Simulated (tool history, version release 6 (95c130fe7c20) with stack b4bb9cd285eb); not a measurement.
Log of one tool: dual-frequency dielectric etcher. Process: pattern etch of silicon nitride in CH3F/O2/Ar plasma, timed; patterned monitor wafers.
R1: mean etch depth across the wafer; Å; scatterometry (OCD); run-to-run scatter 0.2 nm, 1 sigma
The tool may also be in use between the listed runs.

run 1 hour=0 | source_power_(W)=440 bias_power_(W)=87 etch_time_(s)=78.5 | R1=583.48
run 2 hour=1.8 | source_power_(W)=440 bias_power_(W)=98 etch_time_(s)=78.5 | R1=598.55
run 3 hour=10.4 | source_power_(W)=450 bias_power_(W)=98 etch_time_(s)=78.5 | R1=602.78
run 4 hour=12.1 | source_power_(W)=450 bias_power_(W)=98 etch_time_(s)=82.5 | R1=635.46
run 5 hour=16 | source_power_(W)=460 bias_power_(W)=98 etch_time_(s)=82.5 | R1=640.28
run 6 hour=22.4 | source_power_(W)=470 bias_power_(W)=98 etch_time_(s)=82.5 | R1=642.49
run 7 hour=27.9 | source_power_(W)=480 bias_power_(W)=98 etch_time_(s)=82.5 | R1=643.98
run 8 hour=34 | source_power_(W)=480 bias_power_(W)=98 etch_time_(s)=82.5 | R1=646.92

Predict the results of run 9:
run 9 hour=34.9 | source_power_(W)=490 bias_power_(W)=98 etch_time_(s)=82.5 | R1=?

Logged for run 9: R1 648.33 Å.

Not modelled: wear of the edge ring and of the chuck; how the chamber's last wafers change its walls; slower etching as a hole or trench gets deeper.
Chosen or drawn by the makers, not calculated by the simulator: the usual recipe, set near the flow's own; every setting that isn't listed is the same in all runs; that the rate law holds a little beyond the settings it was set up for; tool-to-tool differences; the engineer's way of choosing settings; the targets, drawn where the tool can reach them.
